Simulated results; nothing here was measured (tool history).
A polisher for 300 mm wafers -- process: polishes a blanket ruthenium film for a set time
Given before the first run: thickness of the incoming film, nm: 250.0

run	hour	flow of slurry (ml/min)	pressure of the wafer on the pad (kPa)	speed of the pad under the wafer (cm/s)	polishing time (s)	film removed (angstrom)
1	0.0	140	11.0	102	66	685.80
2	5.8	150	12.4	102	66	761.95
3	14.3	150	12.4	102	69	810.82
4	23.0	150	10.3	102	69	675.78
5	25.9	150	10.3	116	69	767.82
6	30.4	150	9.0	116	69	667.29
7	38.8	150	10.3	116	69	748.50
8	42.4	150	11.0	116	69	812.59
9	49.6	150	11.7	116	69	838.59

What does the tool deliver on the next run?
10	57.6	150	11.7	116	69	?

Run 10 yielded film removed (angstrom) 854.27.
